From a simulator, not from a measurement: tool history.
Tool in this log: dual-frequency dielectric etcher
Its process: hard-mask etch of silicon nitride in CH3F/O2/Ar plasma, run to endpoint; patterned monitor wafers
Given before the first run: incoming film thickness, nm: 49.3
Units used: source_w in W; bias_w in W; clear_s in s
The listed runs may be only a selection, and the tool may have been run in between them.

run 1 hour=0 | source_w=340 bias_w=94 | clear_s=68.545
run 2 hour=7 | source_w=340 bias_w=85 | clear_s=72.662
run 3 hour=12.6 | source_w=310 bias_w=85 | clear_s=75.029
run 4 hour=18 | source_w=290 bias_w=85 | clear_s=76.129
run 5 hour=19.6 | source_w=290 bias_w=91 | clear_s=74.015
run 6 hour=21.1 | source_w=310 bias_w=94 | clear_s=70.897

Run 7 comes next. What will it give?
run 7 hour=24.2 | source_w=330 bias_w=96 | clear_s=?

clear_s: 67.993 s
